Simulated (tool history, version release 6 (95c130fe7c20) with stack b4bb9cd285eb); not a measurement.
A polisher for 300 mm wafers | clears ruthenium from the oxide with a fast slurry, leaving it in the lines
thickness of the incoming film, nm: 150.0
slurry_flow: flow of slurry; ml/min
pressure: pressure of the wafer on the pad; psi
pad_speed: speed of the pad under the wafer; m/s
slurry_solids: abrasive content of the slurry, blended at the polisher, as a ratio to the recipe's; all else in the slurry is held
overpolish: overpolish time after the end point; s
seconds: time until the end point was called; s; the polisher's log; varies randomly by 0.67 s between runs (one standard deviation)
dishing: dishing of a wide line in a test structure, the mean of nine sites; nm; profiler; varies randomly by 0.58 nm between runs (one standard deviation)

{"run": 1, "hour": 0.0, "slurry_flow": 170, "pressure": 2.8, "pad_speed": 0.8, "slurry_solids": 1, "overpolish": 24, "seconds": 47.704, "dishing": 72.738}
{"run": 2, "hour": 5.9, "slurry_flow": 175, "pressure": 2.6, "pad_speed": 0.8, "slurry_solids": 1, "overpolish": 18, "seconds": 50.572, "dishing": 52.98}
{"run": 3, "hour": 10.9, "slurry_flow": 175, "pressure": 2.6, "pad_speed": 0.8, "slurry_solids": 1, "overpolish": 11, "seconds": 51.211, "dishing": 32.441}
{"run": 4, "hour": 18.6, "slurry_flow": 170, "pressure": 2.5, "pad_speed": 0.8, "slurry_solids": 1, "overpolish": 11, "seconds": 52.767, "dishing": 31.337}
{"run": 5, "hour": 27.5, "slurry_flow": 200, "pressure": 2.5, "pad_speed": 0.8, "slurry_solids": 1, "overpolish": 11, "seconds": 51.762, "dishing": 31.515}
{"run": 6, "hour": 28.8, "slurry_flow": 200, "pressure": 2.4, "pad_speed": 0.8, "slurry_solids": 1, "overpolish": 11, "seconds": 56.03, "dishing": 31.457}

Run 7 is up next; what results do you expect?
{"run": 7, "hour": 30.8, "slurry_flow": 200, "pressure": 2.4, "pad_speed": 0.8, "slurry_solids": 1, "overpolish": 7, "seconds": "?", "dishing": "?"}

{"run 7": {"seconds": 54.298, "dishing": 20.322}}

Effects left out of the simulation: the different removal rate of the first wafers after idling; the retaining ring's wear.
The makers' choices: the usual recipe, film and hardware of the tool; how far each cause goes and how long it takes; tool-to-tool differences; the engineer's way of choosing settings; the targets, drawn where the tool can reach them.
